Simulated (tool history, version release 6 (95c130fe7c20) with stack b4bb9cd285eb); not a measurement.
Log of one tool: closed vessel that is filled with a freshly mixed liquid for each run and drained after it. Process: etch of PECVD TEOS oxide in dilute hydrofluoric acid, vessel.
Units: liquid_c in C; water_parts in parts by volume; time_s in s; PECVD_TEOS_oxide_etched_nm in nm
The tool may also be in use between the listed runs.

run	day	liquid_c	water_parts	time_s	PECVD_TEOS_oxide_etched_nm
1	0.000	25.0	140	245	47.624
2	0.262	25.0	140	245	46.770
3	0.500	25.0	140	245	47.187
4	0.829	27.5	130	245	56.272
5	0.954	27.5	130	260	60.349
6	1.083	27.5	180	260	41.020
7	1.367	29.0	160	260	49.559
8	1.504	30.0	145	260	58.349

Run 9 comes next. What will it give?
# day 1.600: thermometer replaced
9	1.600	31.0	140	260	?

PECVD_TEOS_oxide_etched_nm: 68.405 nm
